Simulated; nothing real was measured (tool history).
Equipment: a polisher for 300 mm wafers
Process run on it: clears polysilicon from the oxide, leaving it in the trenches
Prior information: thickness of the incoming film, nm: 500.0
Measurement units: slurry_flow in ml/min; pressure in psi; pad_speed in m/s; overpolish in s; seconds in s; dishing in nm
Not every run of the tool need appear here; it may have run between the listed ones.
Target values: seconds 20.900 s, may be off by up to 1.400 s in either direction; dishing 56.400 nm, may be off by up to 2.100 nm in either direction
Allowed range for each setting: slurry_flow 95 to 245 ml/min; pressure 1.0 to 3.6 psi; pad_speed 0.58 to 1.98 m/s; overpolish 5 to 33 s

run  hour  slurry_flow  pressure  pad_speed  overpolish  seconds  dishing
  1   0.0          155       2.3       1.28          17   40.016   60.459
  2   2.5          155       2.5       1.30          15   35.474   60.502
  3   3.3          155       2.2       1.30          15   38.437   59.125
  4   9.7          155       2.2       1.30          20   39.751   61.759
  5  17.9          155       2.2       1.14          20   45.249   61.452
  6  21.8          155       2.3       1.26          17   40.193   59.811
  7  26.4          155       2.4       1.34          15   35.481   60.251
  8  35.2          155       2.4       1.34          15   36.106   61.201
  9  40.5          165       3.0       1.44           7   26.534   55.027
 10  44.5          165       3.1       1.46           7   25.214   55.327
     46.2  -- head pressure recalibrated
 11  46.2          165       3.6       1.50           7   19.407   59.518
 12  53.2          170       3.5       1.52           6   19.934   57.913

4 next moves are on the table. One of them brings every result within its allowed miss. Which?
  A  60.2          180       3.3       1.72           6        ?        ?
  B  60.2          175       3.3       1.38          11        ?        ?
  C  60.2          165       3.5       1.44           6        ?        ?
  D  60.2          185       3.2       1.56          12        ?        ?

move  seconds  dishing
   A   17.824   58.190
   B   22.180   61.489
   C   20.261   56.479
   D   20.131   62.222
A: corrects the largest miss of the last run, while another result sits out of spec
B: lands further from the targets than the last run did
C: all results land within tolerance of their targets
D: lands further from the targets than the last run did
C is the move that brings every result within its allowed miss.
